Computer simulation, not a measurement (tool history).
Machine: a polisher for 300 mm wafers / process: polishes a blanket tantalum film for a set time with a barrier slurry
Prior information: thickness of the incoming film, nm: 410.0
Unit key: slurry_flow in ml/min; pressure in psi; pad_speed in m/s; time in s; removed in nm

run  hour  slurry_flow  pressure  pad_speed  slurry_solids  time  removed
  1     0          320       2.1       1.28              1    35   81.329
  2   7.8          320       2.1       1.28              1    31   73.608
  3  13.4          375       2.1       1.28              1    31   73.235
  4  18.5          375       2.1       1.28              1    35   83.334
  5  20.4          375       2.2       1.28              1    35   87.135
  6  25.1          375       2.2       1.08              1    35   72.343
  7  29.4          375       2.3        1.1              1    35   79.429
  8  30.2          375       2.4        1.1              1    35   81.645

For run 9, what comes out?
  9  31.7          380         3       1.34           1.05    35        ?

For run 9 the tool returned removed 124.51 nm.

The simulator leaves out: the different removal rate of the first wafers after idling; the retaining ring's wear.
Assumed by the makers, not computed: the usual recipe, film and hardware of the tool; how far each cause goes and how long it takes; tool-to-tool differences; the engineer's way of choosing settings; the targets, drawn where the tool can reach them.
